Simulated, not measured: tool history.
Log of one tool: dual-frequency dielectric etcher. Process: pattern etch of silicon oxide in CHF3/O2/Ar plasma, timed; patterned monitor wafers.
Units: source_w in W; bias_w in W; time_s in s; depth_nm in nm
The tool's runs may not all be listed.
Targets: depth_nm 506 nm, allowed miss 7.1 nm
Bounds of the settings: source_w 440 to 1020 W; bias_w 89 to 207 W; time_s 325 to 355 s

| run | hour | source_w | bias_w | time_s | depth_nm |
|---|---|---|---|---|---|
| 1 | 0 | 730 | 148 | 355 | 666.66 |
| 2 | 1.9 | 730 | 165 | 355 | 689.09 |
| 3 | 5.3 | 730 | 165 | 355 | 682.74 |
| 4 | 6.2 | 700 | 157 | 351.5 | 651.84 |
| 5 | 8.8 | 700 | 157 | 325 | 603.25 |
| 6 | 13.7 | 700 | 139 | 325 | 585.99 |
| 7 | 16.9 | 680 | 139 | 325 | 573.91 |
| 8 | 21.7 | 660 | 139 | 325 | 566.29 |
| 9 | 30.3 | 640 | 139 | 325 | 553.72 |
| 10 | 39.2 | 630 | 139 | 325 | 549.22 |
| 11 | 44.8 | 620 | 139 | 325 | 543.02 |
| 12 | 47.3 | 610 | 139 | 325 | 538.16 |
| 13 | 50.3 | 600 | 139 | 325 | 531.1 |
| 14 | 56.6 | 590 | 139 | 325 | 525.67 |
| 15 | 62.6 | 570 | 139 | 325 | 514.17 |

5 next moves are on the table. One of them brings every result within its allowed miss. Which?
| A | 68.6 | 530 | 170 | 330.5 | ? |
| B | 68.6 | 590 | 115 | 328 | ? |
| C | 68.6 | 520 | 141 | 350.5 | ? |
| D | 68.6 | 570 | 140 | 329 | ? |
| E | 68.6 | 580 | 145 | 325 | ? |

| move | depth_nm |
|---|---|
| A | 526.95 |
| B | 506.83 |
| C | 523.38 |
| D | 522.51 |
| E | 527.08 |
A: further off than the last run
B: meets every target
C: further off than the last run
D: further off than the last run
E: further off than the last run
The right move is B.
